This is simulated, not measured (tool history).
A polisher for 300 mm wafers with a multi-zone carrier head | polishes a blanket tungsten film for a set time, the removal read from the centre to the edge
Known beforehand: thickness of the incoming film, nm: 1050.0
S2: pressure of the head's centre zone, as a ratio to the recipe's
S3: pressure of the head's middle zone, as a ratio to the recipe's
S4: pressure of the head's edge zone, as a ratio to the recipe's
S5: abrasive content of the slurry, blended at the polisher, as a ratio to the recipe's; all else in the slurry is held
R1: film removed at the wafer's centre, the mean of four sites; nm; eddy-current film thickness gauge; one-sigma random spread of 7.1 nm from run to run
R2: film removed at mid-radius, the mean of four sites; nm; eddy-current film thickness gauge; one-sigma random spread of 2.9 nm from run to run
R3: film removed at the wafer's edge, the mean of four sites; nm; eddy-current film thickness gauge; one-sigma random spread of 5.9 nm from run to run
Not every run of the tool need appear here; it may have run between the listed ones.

{"run": 1, "day": 0.0, "flow of slurry (ml/min)": 245, "S2": 1.0, "S3": 1.0, "S4": 1.0, "S5": 1.0, "polishing time (s)": 60, "R1": 377.28, "R2": 358.91, "R3": 355.96}
{"run": 2, "day": 0.242, "flow of slurry (ml/min)": 270, "S2": 1.0, "S3": 1.0, "S4": 1.0, "S5": 1.0, "polishing time (s)": 60, "R1": 373.43, "R2": 369.92, "R3": 355.46}
{"run": 3, "day": 0.267, "flow of slurry (ml/min)": 270, "S2": 1.0, "S3": 1.0, "S4": 0.97, "S5": 1.0, "polishing time (s)": 60, "R1": 366.72, "R2": 364.9, "R3": 356.99}
{"run": 4, "day": 0.579, "flow of slurry (ml/min)": 265, "S2": 1.0, "S3": 1.0, "S4": 0.99, "S5": 1.1, "polishing time (s)": 61, "R1": 390.81, "R2": 383.25, "R3": 372.69}
{"run": 5, "day": 0.642, "flow of slurry (ml/min)": 265, "S2": 1.0, "S3": 1.0, "S4": 0.99, "S5": 1.1, "polishing time (s)": 54, "R1": 343.79, "R2": 338.02, "R3": 321.04}
{"run": 6, "day": 0.846, "flow of slurry (ml/min)": 250, "S2": 1.0, "S3": 1.01, "S4": 1.01, "S5": 1.2, "polishing time (s)": 57, "R1": 362.93, "R2": 361.62, "R3": 354.58}
{"run": 7, "day": 0.954, "flow of slurry (ml/min)": 250, "S2": 1.03, "S3": 1.03, "S4": 1.03, "S5": 1.25, "polishing time (s)": 59, "R1": 395.68, "R2": 388.37, "R3": 378.32}
{"run": 8, "day": 1.058, "flow of slurry (ml/min)": 255, "S2": 1.06, "S3": 1.05, "S4": 1.06, "S5": 1.3, "polishing time (s)": 59, "R1": 411.06, "R2": 393.33, "R3": 382.85}
{"run": 9, "day": 1.429, "flow of slurry (ml/min)": 255, "S2": 1.07, "S3": 1.06, "S4": 1.08, "S5": 1.35, "polishing time (s)": 60, "R1": 426.27, "R2": 409.85, "R3": 396.59}
{"run": 10, "day": 1.6, "flow of slurry (ml/min)": 260, "S2": 1.08, "S3": 1.07, "S4": 1.1, "S5": 1.4, "polishing time (s)": 61, "R1": 453.04, "R2": 423.83, "R3": 413.05}
{"run": 11, "day": 1.788, "flow of slurry (ml/min)": 270, "S2": 1.08, "S3": 1.08, "S4": 1.12, "S5": 1.4, "polishing time (s)": 61, "R1": 450.74, "R2": 431.51, "R3": 416.76}

Forecast run 12:
{"run": 12, "day": 1.988, "flow of slurry (ml/min)": 280, "S2": 1.08, "S3": 1.08, "S4": 1.13, "S5": 1.4, "polishing time (s)": 61, "R1": "?", "R2": "?", "R3": "?"}

{"run 12": {"R1": 454.59, "R2": 426.83, "R3": 428.74}}
